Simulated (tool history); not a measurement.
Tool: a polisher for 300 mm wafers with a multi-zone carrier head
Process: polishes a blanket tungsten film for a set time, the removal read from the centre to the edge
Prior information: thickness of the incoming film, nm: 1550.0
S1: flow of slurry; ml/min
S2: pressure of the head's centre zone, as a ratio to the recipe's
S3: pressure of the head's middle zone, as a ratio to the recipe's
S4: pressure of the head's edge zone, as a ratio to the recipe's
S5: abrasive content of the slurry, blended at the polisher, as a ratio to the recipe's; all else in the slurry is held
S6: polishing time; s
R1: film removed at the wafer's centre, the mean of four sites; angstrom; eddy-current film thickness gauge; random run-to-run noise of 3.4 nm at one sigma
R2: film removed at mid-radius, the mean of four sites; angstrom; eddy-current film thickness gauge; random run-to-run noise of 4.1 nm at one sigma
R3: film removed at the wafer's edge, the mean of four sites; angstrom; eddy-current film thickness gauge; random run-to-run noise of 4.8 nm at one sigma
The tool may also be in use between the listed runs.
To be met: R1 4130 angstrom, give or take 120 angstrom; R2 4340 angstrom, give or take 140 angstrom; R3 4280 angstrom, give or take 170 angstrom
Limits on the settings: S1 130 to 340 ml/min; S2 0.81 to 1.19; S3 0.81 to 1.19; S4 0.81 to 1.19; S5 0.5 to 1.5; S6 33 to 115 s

run,hour,S1,S2,S3,S4,S5,S6,R1,R2,R3
1,0,220,1,1,1,1,73,3605.2,3586.2,3759.8
2,8.6,230,1.01,1.03,1.03,1.05,73,3822.3,3733.8,3929.2
3,13.2,200,1.01,1.03,1.03,1.05,73,3698.9,3662.2,3862.6
4,18.2,200,1.01,1.09,1.03,1.05,73,3743.7,3791.3,3826.1
5,24.9,220,1,1.11,1.05,1.05,73,3754.4,3893.4,3903.4
6,30,220,1,1.11,0.98,1.05,73,3757.6,3956.8,3847.6
7,33.1,235,1,1.12,1,1.1,73,3820.4,3974.2,3922
8,39.8,240,1,1.14,1.01,1.15,73,3894.9,4132.9,3990.6
9,47.5,250,1,1.14,1.03,1.2,73,3910.4,4132.9,4052.2
10,51.6,255,1,1.15,1.04,1.25,73,3969.9,4247.1,4200.1

Below are 5 possible settings for the next run. Only one of them brings all results inside the allowed miss of their targets. Which is it?
A,55.7,280,1.01,1.13,1.05,1.4,72,?,?,?
B,55.7,270,1.05,1.02,1.13,1.25,80,?,?,?
C,55.7,315,0.9,0.93,1.19,1.35,75,?,?,?
D,55.7,255,1.01,1.14,1.02,1.15,73,?,?,?
E,55.7,305,0.92,1.01,1.14,1.5,76,?,?,?

move,R1,R2,R3
A,4143.6,4332.5,4199.6
B,4577.1,4353.9,4688.3
C,3968.5,3995.5,4665.9
D,3942,4149.8,3951.4
E,4192.6,4371.3,4742.6
A: all results land within tolerance of their targets
B: takes the biggest miss from the last run beyond its target
C: the biggest miss grows against the last run
D: the biggest miss grows against the last run
E: brings the last run's worst result on target, with another outside its allowed miss
A is the move that brings every result within its allowed miss.
